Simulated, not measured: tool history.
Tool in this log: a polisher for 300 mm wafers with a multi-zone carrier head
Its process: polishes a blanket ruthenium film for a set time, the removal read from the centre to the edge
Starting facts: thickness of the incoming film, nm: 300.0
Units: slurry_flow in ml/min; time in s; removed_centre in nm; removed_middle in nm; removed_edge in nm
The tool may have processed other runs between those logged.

Run 1, hour 0: slurry_flow 230 ml/min, centre_zone 1, middle_zone 1, edge_zone 1, time 57 s. Result: removed_centre 48.152 nm, removed_middle 54.992 nm, removed_edge 54.862 nm.
Run 2, hour 4.4: slurry_flow 175 ml/min, centre_zone 1, middle_zone 1, edge_zone 1, time 57 s. Result: removed_centre 46.818 nm, removed_middle 51.86 nm, removed_edge 53.532 nm.
Run 3, hour 7.2: slurry_flow 175 ml/min, centre_zone 1, middle_zone 1, edge_zone 1, time 68 s. Result: removed_centre 56.44 nm, removed_middle 62.901 nm, removed_edge 64.551 nm.
Run 4, hour 14.9: slurry_flow 165 ml/min, centre_zone 1.02, middle_zone 0.96, edge_zone 0.99, time 61 s. Result: removed_centre 50.158 nm, removed_middle 54.707 nm, removed_edge 57.098 nm.
Run 5, hour 15.5: slurry_flow 165 ml/min, centre_zone 0.96, middle_zone 0.96, edge_zone 0.99, time 61 s. Result: removed_centre 47.868 nm, removed_middle 54.322 nm, removed_edge 56.404 nm.
Run 6, hour 19.9: slurry_flow 165 ml/min, centre_zone 0.96, middle_zone 0.96, edge_zone 0.95, time 61 s. Result: removed_centre 47.686 nm, removed_middle 54.556 nm, removed_edge 55.469 nm.
Run 7, hour 28.8: slurry_flow 160 ml/min, centre_zone 1.01, middle_zone 0.92, edge_zone 0.97, time 55 s. Result: removed_centre 44.95 nm, removed_middle 46.905 nm, removed_edge 50.839 nm.
Run 8, hour 36.9: slurry_flow 155 ml/min, centre_zone 1.04, middle_zone 0.9, edge_zone 0.97, time 51 s. Result: removed_centre 42.456 nm, removed_middle 42.112 nm, removed_edge 47.04 nm.
Run 9, hour 41.7: slurry_flow 150 ml/min, centre_zone 1.06, middle_zone 0.88, edge_zone 0.96, time 48 s. Result: removed_centre 41.39 nm, removed_middle 38.816 nm, removed_edge 43.508 nm.
Run 10, hour 46.3: slurry_flow 150 ml/min, centre_zone 1.07, middle_zone 0.86, edge_zone 0.97, time 46 s. Result: removed_centre 39.067 nm, removed_middle 36.051 nm, removed_edge 41.635 nm.
At hour 53.4: centre zone pressure recalibrated.
Run 11, hour 53.4: slurry_flow 150 ml/min, centre_zone 1.08, middle_zone 0.85, edge_zone 0.97, time 45 s. Result: removed_centre 42.529 nm, removed_middle 35.699 nm, removed_edge 40.926 nm.

What does the tool deliver on the next run?
Run 12, hour 59.8: slurry_flow 150 ml/min, centre_zone 1.07, middle_zone 0.84, edge_zone 0.99, time 44 s. Result: removed_centre ?, removed_middle ?, removed_edge ?.

removed_centre: 40.977 nm
removed_middle: 33.839 nm
removed_edge: 40.531 nm

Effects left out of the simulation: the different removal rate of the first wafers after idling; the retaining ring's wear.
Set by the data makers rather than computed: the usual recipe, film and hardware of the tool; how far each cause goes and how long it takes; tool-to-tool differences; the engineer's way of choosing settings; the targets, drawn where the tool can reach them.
